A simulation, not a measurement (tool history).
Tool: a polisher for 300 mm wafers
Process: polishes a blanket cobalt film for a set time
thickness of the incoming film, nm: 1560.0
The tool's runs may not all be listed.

run  hour  flow of slurry (ml/min)  pressure of the wafer on the pad (kPa)  speed of the pad under the wafer (cm/s)  polishing time (s)  film removed (Å)
  1     0                      125                                    13.8                                       92                  25            1090.8
  2   1.6                      125                                    13.8                                      112                  25            1301.5
  3   5.7                      135                                    13.8                                      112                  25            1336.7
  4   9.7                      125                                    13.1                                      112                  25            1255.3
  5  18.6                      105                                    13.1                                      112                  25            1217.1
  6  24.7                      100                                    12.4                                      112                  25            1147.6

Run 7 comes next. What will it give?
  7  33.4                      100                                    12.4                                      112                  25                 ?

{"run 7": {"film removed (Å)": 1137.6}}
